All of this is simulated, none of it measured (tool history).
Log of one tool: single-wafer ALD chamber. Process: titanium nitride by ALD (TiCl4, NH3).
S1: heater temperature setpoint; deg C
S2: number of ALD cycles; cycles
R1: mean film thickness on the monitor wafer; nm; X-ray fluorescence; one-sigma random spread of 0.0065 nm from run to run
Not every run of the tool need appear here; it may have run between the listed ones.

Run 1, hour 0: S1 405 deg C, S2 95 cycles, NH3 pulse time (s) 2.41. Result: R1 2.1607 nm.
Run 2, hour 9: S1 399 deg C, S2 95 cycles, NH3 pulse time (s) 2.05. Result: R1 2.1414 nm.
Run 3, hour 9.8: S1 399 deg C, S2 95 cycles, NH3 pulse time (s) 2.32. Result: R1 2.1502 nm.
Run 4, hour 12.4: S1 395 deg C, S2 95 cycles, NH3 pulse time (s) 1.98. Result: R1 2.1284 nm.
Run 5, hour 14.1: S1 395 deg C, S2 98 cycles, NH3 pulse time (s) 1.98. Result: R1 2.1909 nm.
Run 6, hour 15.5: S1 395 deg C, S2 98 cycles, NH3 pulse time (s) 1.98. Result: R1 2.1947 nm.
Run 7, hour 16.8: S1 392 deg C, S2 97 cycles, NH3 pulse time (s) 1.77. Result: R1 2.141 nm.
Run 8, hour 18.7: S1 391 deg C, S2 97 cycles, NH3 pulse time (s) 1.69. Result: R1 2.1243 nm.

For run 9, what comes out?
Run 9, hour 25.5: S1 390 deg C, S2 97 cycles, NH3 pulse time (s) 1.66. Result: R1 ?.

R1: 2.1126 nm

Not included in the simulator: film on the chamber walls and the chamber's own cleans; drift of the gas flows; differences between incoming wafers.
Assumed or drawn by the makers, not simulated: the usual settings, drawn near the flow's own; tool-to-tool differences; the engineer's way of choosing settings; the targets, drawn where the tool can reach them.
